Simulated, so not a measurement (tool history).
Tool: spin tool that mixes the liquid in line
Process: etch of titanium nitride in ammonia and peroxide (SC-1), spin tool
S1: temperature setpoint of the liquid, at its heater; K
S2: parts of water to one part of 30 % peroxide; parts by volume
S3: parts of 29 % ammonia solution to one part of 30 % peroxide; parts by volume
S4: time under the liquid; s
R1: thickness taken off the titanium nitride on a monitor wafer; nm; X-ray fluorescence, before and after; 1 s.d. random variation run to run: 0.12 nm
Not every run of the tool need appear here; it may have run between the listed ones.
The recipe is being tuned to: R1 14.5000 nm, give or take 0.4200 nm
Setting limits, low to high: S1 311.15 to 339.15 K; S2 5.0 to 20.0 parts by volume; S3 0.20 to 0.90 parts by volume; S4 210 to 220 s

{"run": 1, "hour": 0.0, "S1": 323.15, "S2": 11.0, "S3": 0.5, "S4": 210, "R1": 7.9417}
{"run": 2, "hour": 1.8, "S1": 323.15, "S2": 11.0, "S3": 0.4, "S4": 210, "R1": 7.5424}
{"run": 3, "hour": 7.8, "S1": 324.65, "S2": 11.0, "S3": 0.4, "S4": 210, "R1": 8.2098}
{"run": 4, "hour": 10.4, "S1": 319.65, "S2": 11.0, "S3": 0.4, "S4": 210, "R1": 5.8818}
{"run": 5, "hour": 14.8, "S1": 319.65, "S2": 11.0, "S3": 0.25, "S4": 210, "R1": 5.4133}
{"run": 6, "hour": 22.3, "S1": 321.65, "S2": 11.0, "S3": 0.25, "S4": 210, "R1": 6.2899}
{"run": 7, "hour": 26.4, "S1": 323.15, "S2": 11.0, "S3": 0.25, "S4": 210, "R1": 6.9127}
{"hour": 32.7, "done": "ammonia flow meter replaced"}
{"run": 8, "hour": 32.7, "S1": 331.15, "S2": 11.0, "S3": 0.25, "S4": 210, "R1": 11.937}
{"run": 9, "hour": 39.8, "S1": 331.65, "S2": 11.0, "S3": 0.25, "S4": 210, "R1": 12.342}
{"run": 10, "hour": 45.1, "S1": 332.15, "S2": 11.0, "S3": 0.25, "S4": 210, "R1": 12.742}
{"run": 11, "hour": 52.9, "S1": 332.65, "S2": 11.0, "S3": 0.25, "S4": 210, "R1": 13.142}
{"run": 12, "hour": 56.5, "S1": 332.65, "S2": 11.0, "S3": 0.25, "S4": 210, "R1": 13.279}

Exactly one of the 5 candidate moves below puts every result within its allowed miss. Which one?
{"run": "A", "hour": 60.1, "S1": 332.65, "S2": 12.5, "S3": 0.25, "S4": 210, "R1": "?"}
{"run": "B", "hour": 60.1, "S1": 332.15, "S2": 10.0, "S3": 0.3, "S4": 220, "R1": "?"}
{"run": "C", "hour": 60.1, "S1": 333.65, "S2": 11.5, "S3": 0.25, "S4": 210, "R1": "?"}
{"run": "D", "hour": 60.1, "S1": 329.15, "S2": 10.0, "S3": 0.3, "S4": 210, "R1": "?"}
{"run": "E", "hour": 60.1, "S1": 336.15, "S2": 13.0, "S3": 0.25, "S4": 220, "R1": "?"}

move=A R1=12.2030
move=B R1=14.4320
move=C R1=13.6340
move=D R1=11.2830
move=E R1=15.7130
A: misses by more than the last run did
B: all results in spec
C: an improvement on the last run, though not all results are within tolerance
D: misses by more than the last run did
E: takes the biggest miss from the last run beyond its target
Answer: B
